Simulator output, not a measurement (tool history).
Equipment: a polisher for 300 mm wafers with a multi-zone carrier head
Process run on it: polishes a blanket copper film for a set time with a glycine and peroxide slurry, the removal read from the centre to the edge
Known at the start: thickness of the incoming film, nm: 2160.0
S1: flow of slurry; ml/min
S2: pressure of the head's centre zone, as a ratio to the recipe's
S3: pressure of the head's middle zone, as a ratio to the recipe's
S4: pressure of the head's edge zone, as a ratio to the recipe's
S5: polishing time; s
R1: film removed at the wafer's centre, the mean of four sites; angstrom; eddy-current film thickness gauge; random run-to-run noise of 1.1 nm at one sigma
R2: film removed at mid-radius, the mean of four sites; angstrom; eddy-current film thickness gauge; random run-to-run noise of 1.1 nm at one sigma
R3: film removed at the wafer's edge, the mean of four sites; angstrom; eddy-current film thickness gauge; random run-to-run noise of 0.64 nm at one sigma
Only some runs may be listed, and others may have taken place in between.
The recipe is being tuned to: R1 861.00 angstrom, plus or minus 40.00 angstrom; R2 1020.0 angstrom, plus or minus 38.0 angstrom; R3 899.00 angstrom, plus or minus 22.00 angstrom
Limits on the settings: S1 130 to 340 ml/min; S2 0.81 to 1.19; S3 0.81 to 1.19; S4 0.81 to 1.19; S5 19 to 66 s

run	day	S1	S2	S3	S4	S5	R1	R2	R3
1	0.000	220	1.00	1.00	1.00	42	1848.30	1846.2	1727.80
2	0.158	220	1.00	1.00	1.00	35	1533.60	1554.1	1473.10
3	0.246	210	0.99	1.00	0.98	33	1443.70	1467.3	1329.00
4	0.433	210	0.97	1.00	0.98	32	1368.80	1406.0	1317.10
5	0.671	245	0.97	1.00	0.98	32	1426.90	1441.5	1323.90
# day 0.988: edge zone pressure recalibrated
6	0.988	235	0.95	1.00	0.97	31	1303.70	1420.9	1346.60
7	1.279	225	0.95	1.00	0.96	30	1288.10	1336.0	1298.10
8	1.642	215	0.95	1.02	0.94	29	1245.00	1295.3	1224.20
9	1.667	210	0.94	1.04	0.93	28	1171.30	1253.8	1184.80
10	1.996	210	0.94	1.06	0.92	27	1088.50	1249.1	1143.10
11	2.129	205	0.94	1.07	0.91	26	1094.00	1202.7	1085.40
12	2.438	200	0.93	1.08	0.90	26	1080.50	1196.2	1077.00
13	2.625	195	0.92	1.09	0.89	26	1069.10	1247.4	1064.60
14	2.817	195	0.91	1.09	0.88	25	974.80	1176.4	1013.10

5 next moves are on the table. One of them brings every result within its allowed miss. Which?
A	3.008	205	1.10	1.15	0.83	23	?	?	?
B	3.008	220	0.93	1.09	0.95	28	?	?	?
C	3.008	205	0.98	1.18	0.85	25	?	?	?
D	3.008	160	0.90	1.07	0.86	23	?	?	?
E	3.008	150	0.81	0.94	0.92	26	?	?	?

move	R1	R2	R3
A	1089.80	1165.1	918.41
B	1133.10	1370.0	1199.40
C	1054.60	1295.7	1008.50
D	845.77	1048.1	903.87
E	845.22	1047.5	1044.90
A: puts the biggest miss on target and leaves a different result outside tolerance
B: further off than the last run
C: further off than the last run
D: all results land within tolerance of their targets
E: further off than the last run
So the answer is move D, the one that meets all the targets.

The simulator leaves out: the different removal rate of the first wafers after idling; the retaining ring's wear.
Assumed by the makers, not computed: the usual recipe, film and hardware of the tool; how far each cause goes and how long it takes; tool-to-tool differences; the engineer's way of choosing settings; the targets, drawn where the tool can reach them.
